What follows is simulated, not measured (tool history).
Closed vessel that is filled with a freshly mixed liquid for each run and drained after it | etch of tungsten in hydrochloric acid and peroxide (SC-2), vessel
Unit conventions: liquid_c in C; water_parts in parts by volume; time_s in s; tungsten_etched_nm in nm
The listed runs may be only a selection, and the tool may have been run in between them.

run,day,liquid_c,water_parts,time_s,tungsten_etched_nm
1,0.000,49.0,6.0,105,33.705
2,0.204,46.0,6.0,105,27.392
3,0.321,46.0,6.0,105,27.605
4,0.575,43.5,6.0,105,22.984
5,0.671,48.5,6.0,105,32.841
6,1.050,45.5,6.0,105,27.291
7,1.167,43.5,6.5,105,22.064

Predict the results of run 8:
8,1.279,41.5,6.5,105,?

Run 8 yielded tungsten_etched_nm 19.098 nm.
